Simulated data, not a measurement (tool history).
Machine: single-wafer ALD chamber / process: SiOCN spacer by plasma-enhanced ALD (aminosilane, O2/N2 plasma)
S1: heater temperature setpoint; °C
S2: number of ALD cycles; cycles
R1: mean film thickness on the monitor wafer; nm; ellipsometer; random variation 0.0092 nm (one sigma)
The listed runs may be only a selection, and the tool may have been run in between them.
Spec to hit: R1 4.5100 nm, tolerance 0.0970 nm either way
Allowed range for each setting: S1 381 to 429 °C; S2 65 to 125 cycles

run 1 hour=0.0 | S1=405 S2=95 | R1=5.3343
run 2 hour=2.7 | S1=405 S2=101 | R1=5.6354
run 3 hour=8.9 | S1=407 S2=96 | R1=5.3229
run 4 hour=16.5 | S1=402 S2=96 | R1=5.4168
run 5 hour=18.8 | S1=405 S2=93 | R1=5.2066
run 6 hour=25.2 | S1=397 S2=93 | R1=5.2764
run 7 hour=26.0 | S1=398 S2=90 | R1=5.1091
run 8 hour=27.7 | S1=399 S2=87 | R1=4.9523
run 9 hour=32.5 | S1=400 S2=85 | R1=4.8480
run 10 hour=34.7 | S1=401 S2=83 | R1=4.6946
run 11 hour=36.7 | S1=402 S2=82 | R1=4.6262
run 12 hour=44.4 | S1=403 S2=82 | R1=4.6094

5 candidate next runs follow, results not yet known. Just one meets every target within its allowed miss. Identify it.
run A hour=52.1 | S1=417 S2=88 | R1=?
run B hour=52.1 | S1=409 S2=87 | R1=?
run C hour=52.1 | S1=405 S2=84 | R1=?
run D hour=52.1 | S1=406 S2=81 | R1=?
run E hour=52.1 | S1=400 S2=83 | R1=?

move=A R1=4.7451
move=B R1=4.8099
move=C R1=4.7013
move=D R1=4.5196
move=E R1=4.7161
A: further off than the last run
B: further off than the last run
C: further off than the last run
D: in spec on every target
E: further off than the last run
Move D is the one to make.

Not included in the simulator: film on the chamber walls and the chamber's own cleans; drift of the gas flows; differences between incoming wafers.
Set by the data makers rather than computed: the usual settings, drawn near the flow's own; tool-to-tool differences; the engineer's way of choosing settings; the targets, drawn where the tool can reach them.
